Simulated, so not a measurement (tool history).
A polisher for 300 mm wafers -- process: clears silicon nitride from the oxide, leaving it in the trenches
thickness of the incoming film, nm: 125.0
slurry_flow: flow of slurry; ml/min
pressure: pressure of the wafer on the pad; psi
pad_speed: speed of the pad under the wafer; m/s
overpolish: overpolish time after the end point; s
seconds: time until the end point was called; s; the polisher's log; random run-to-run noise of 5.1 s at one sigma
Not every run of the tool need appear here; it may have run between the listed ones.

run  hour  slurry_flow  pressure  pad_speed  overpolish  seconds
  1   0.0          130       3.1       1.02           9   139.95
  2   1.2          130       3.7       1.02           9   119.39
  3   7.3          150       3.7       1.02           9   113.59
  4  14.1          150       3.7       1.02           7   112.96
  5  19.9          150       3.7       1.02           7   115.50
  6  21.0          150       3.7       1.02           7   117.08
  7  29.8          150       3.3       0.98           7   134.55
  8  38.1          150       2.9       0.96           7   146.05
  9  46.5          150       2.9       0.96           7   148.63
 10  47.3          150       2.6       0.92           7   173.96
 11  55.6          150       2.4       0.90           7   193.14
 12  64.5          150       2.2       0.90           7   202.92
 13  65.5          150       2.1       0.90           7   216.17
 14  66.5          150       2.0       0.90           7   216.08

For run 15, what comes out?
 15  68.5          150       2.0       0.90           7        ?

{"run 15": {"seconds": 222.53}}
